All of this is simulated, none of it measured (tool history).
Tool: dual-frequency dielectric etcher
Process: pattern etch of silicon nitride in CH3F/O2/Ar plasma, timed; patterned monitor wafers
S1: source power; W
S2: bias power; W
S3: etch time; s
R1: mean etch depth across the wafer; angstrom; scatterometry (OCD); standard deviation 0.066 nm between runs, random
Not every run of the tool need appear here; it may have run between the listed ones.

{"run": 1, "hour": 0.0, "S1": 340, "S2": 96, "S3": 27, "R1": 218.08}
{"run": 2, "hour": 8.3, "S1": 380, "S2": 96, "S3": 27, "R1": 222.95}
{"run": 3, "hour": 10.5, "S1": 370, "S2": 93, "S3": 27, "R1": 220.92}
{"run": 4, "hour": 19.3, "S1": 370, "S2": 93, "S3": 27, "R1": 220.31}
{"run": 5, "hour": 23.7, "S1": 360, "S2": 90, "S3": 27, "R1": 215.65}
{"run": 6, "hour": 32.5, "S1": 360, "S2": 103, "S3": 27, "R1": 225.57}

The next listed run, before its measurement:
{"run": 7, "hour": 40.6, "S1": 350, "S2": 99, "S3": 27, "R1": "?"}

{"run 7": {"R1": 220.87}}
